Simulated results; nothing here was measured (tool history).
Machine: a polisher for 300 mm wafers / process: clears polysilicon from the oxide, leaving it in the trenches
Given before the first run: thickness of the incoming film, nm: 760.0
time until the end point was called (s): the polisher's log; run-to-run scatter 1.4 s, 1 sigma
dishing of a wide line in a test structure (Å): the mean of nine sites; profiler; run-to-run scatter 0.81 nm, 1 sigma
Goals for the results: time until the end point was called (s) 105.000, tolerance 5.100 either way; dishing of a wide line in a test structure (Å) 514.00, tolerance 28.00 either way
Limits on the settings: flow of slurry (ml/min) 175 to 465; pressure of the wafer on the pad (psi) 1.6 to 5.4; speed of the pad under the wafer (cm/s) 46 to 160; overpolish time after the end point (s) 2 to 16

run,hour,flow of slurry (ml/min),pressure of the wafer on the pad (psi),speed of the pad under the wafer (cm/s),overpolish time after the end point (s),time until the end point was called (s),dishing of a wide line in a test structure (Å)
1,0.0,295,3.5,102,8,56.179,584.81
2,9.0,295,3.1,100,8,61.404,555.61
3,14.4,295,3.1,100,6,61.553,482.65
4,22.7,295,3.1,100,3,61.526,292.77
# hour 26.8: slurry nozzle cleaned
5,26.8,365,3.1,100,3,59.681,308.65
6,32.4,335,3.1,100,3,58.420,304.65
7,35.7,330,2.8,98,4,65.315,351.05
8,37.1,325,2.6,94,5,69.622,380.29
9,43.2,320,2.4,90,6,76.175,424.96
10,51.9,315,2.2,86,6,83.522,396.48
11,56.3,320,1.6,78,10,104.800,466.51
12,64.5,315,1.6,78,10,103.680,460.81
13,69.7,310,1.6,78,10,104.860,478.02
14,73.2,305,1.6,78,10,108.140,458.40

Consider the 5 candidate settings below. Which is the only one whose results all fall within their allowed miss of target?
A,76.7,375,1.8,78,9,?,?
B,76.7,315,1.6,76,10,?,?
C,76.7,355,1.6,78,12,?,?
D,76.7,255,1.7,76,8,?,?
E,76.7,290,1.6,68,8,?,?

move,time until the end point was called (s),dishing of a wide line in a test structure (Å)
A,98.493,453.83
B,108.190,456.84
C,105.510,511.09
D,106.730,401.88
E,116.350,379.71
A: moves away from the targets compared with the last run
B: about as far from the targets as the last run
C: hits every target within its allowed miss
D: moves away from the targets compared with the last run
E: moves away from the targets compared with the last run
Answer: C
